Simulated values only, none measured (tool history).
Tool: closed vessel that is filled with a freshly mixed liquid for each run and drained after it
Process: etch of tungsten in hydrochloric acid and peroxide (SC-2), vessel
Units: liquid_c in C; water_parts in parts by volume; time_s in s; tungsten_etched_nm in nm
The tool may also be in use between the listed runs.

run	hour	liquid_c	water_parts	time_s	tungsten_etched_nm
1	0	57	10.5	290	88.349
2	8.8	58	10.5	290	94.665
3	12.6	53.5	10.5	290	70.818
4	18.6	53.5	10.5	310	75.532
5	22.3	53.5	7.5	310	99.101
6	23.7	54.5	7.5	310	107.48
7	25.8	55	7.5	310	109.15
8	33.6	55.5	7.5	310	113.04
9	38.3	56	7.5	310	117.07
10	41.3	56.5	7.5	310	121.32
11	47.5	57	7.5	310	125.07
12	53.4	57.5	7.5	310	128.93
13	56	58.5	7.5	310	136.22

The next listed run, before its measurement:
14	61.6	58.5	7.5	310	?

Run 14 gave tungsten_etched_nm 137.81 nm.
